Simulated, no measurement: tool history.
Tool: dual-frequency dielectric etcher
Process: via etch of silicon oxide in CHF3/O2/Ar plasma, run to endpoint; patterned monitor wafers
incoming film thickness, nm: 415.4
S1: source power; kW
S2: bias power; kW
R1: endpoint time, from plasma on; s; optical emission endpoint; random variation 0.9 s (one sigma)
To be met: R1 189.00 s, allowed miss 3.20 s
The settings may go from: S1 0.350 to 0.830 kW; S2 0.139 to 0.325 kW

Run 1, day 0.000: S1 0.590 kW, S2 0.232 kW. Result: R1 172.72 s.
Run 2, day 0.279: S1 0.650 kW, S2 0.232 kW. Result: R1 165.15 s.
Run 3, day 0.654: S1 0.690 kW, S2 0.232 kW. Result: R1 162.07 s.
Run 4, day 0.879: S1 0.690 kW, S2 0.209 kW. Result: R1 169.33 s.
Run 5, day 1.129: S1 0.660 kW, S2 0.207 kW. Result: R1 173.30 s.
Run 6, day 1.383: S1 0.660 kW, S2 0.241 kW. Result: R1 161.40 s.
Run 7, day 1.479: S1 0.620 kW, S2 0.239 kW. Result: R1 166.87 s.
Run 8, day 1.804: S1 0.590 kW, S2 0.237 kW. Result: R1 169.82 s.

Which of these 4 next moves meets every target?
Run A, day 2.129: S1 0.830 kW, S2 0.265 kW. Result: R1 ?.
Run B, day 2.129: S1 0.640 kW, S2 0.280 kW. Result: R1 ?.
Run C, day 2.129: S1 0.490 kW, S2 0.230 kW. Result: R1 ?.
Run D, day 2.129: S1 0.550 kW, S2 0.235 kW. Result: R1 ?.

move      R1
   A  140.12
   B  152.47
   C  187.28
   D  176.21
A: further off than the last run
B: further off than the last run
C: meets every target
D: nearer than the last run, and not there yet
Answer: C
